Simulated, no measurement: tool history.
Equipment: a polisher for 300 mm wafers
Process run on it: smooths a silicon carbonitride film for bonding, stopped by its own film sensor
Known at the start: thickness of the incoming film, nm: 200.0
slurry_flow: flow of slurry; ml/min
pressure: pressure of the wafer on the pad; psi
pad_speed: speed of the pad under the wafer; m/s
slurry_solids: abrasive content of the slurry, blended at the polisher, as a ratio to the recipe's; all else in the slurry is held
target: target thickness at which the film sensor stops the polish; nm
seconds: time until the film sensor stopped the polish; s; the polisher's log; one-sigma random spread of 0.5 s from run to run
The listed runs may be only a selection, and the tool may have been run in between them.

{"run": 1, "hour": 0.0, "slurry_flow": 140, "pressure": 2.7, "pad_speed": 1.02, "slurry_solids": 1.0, "target": 183, "seconds": 43.397}
{"run": 2, "hour": 4.6, "slurry_flow": 140, "pressure": 2.7, "pad_speed": 1.02, "slurry_solids": 1.2, "target": 183, "seconds": 41.776}
{"run": 3, "hour": 8.9, "slurry_flow": 140, "pressure": 2.8, "pad_speed": 1.02, "slurry_solids": 1.2, "target": 183, "seconds": 38.798}
{"run": 4, "hour": 15.5, "slurry_flow": 140, "pressure": 2.9, "pad_speed": 1.02, "slurry_solids": 1.2, "target": 183, "seconds": 37.889}
{"run": 5, "hour": 19.7, "slurry_flow": 140, "pressure": 3.0, "pad_speed": 1.02, "slurry_solids": 1.2, "target": 183, "seconds": 35.943}
{"run": 6, "hour": 26.0, "slurry_flow": 140, "pressure": 3.0, "pad_speed": 1.02, "slurry_solids": 1.2, "target": 183, "seconds": 37.435}
{"run": 7, "hour": 34.5, "slurry_flow": 140, "pressure": 3.1, "pad_speed": 1.02, "slurry_solids": 1.2, "target": 183, "seconds": 35.019}

Run 8 comes next. What will it give?
{"run": 8, "hour": 36.3, "slurry_flow": 140, "pressure": 3.2, "pad_speed": 1.02, "slurry_solids": 1.2, "target": 183, "seconds": "?"}

{"run 8": {"seconds": 35.444}}
